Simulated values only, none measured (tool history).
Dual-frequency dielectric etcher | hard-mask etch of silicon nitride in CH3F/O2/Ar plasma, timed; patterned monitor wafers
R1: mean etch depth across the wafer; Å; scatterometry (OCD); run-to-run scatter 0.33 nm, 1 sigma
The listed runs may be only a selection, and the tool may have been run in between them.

{"run": 1, "hour": 0.0, "source power (W)": 300, "bias power (W)": 65, "etch time (s)": 100, "R1": 579.61}
{"run": 2, "hour": 2.3, "source power (W)": 300, "bias power (W)": 59, "etch time (s)": 100, "R1": 552.84}
{"run": 3, "hour": 5.6, "source power (W)": 300, "bias power (W)": 59, "etch time (s)": 92, "R1": 503.12}
{"run": 4, "hour": 13.4, "source power (W)": 310, "bias power (W)": 61, "etch time (s)": 92, "R1": 525.12}
{"run": 5, "hour": 17.4, "source power (W)": 320, "bias power (W)": 63, "etch time (s)": 92, "R1": 536.7}
{"run": 6, "hour": 20.5, "source power (W)": 330, "bias power (W)": 65, "etch time (s)": 92, "R1": 549.78}
{"run": 7, "hour": 24.4, "source power (W)": 340, "bias power (W)": 67, "etch time (s)": 92, "R1": 567.72}
{"run": 8, "hour": 28.6, "source power (W)": 350, "bias power (W)": 68, "etch time (s)": 92, "R1": 581.29}

Estimate the outcome of run 9 from the log above:
{"run": 9, "hour": 30.6, "source power (W)": 350, "bias power (W)": 68, "etch time (s)": 92, "R1": "?"}

{"run 9": {"R1": 581.78}}

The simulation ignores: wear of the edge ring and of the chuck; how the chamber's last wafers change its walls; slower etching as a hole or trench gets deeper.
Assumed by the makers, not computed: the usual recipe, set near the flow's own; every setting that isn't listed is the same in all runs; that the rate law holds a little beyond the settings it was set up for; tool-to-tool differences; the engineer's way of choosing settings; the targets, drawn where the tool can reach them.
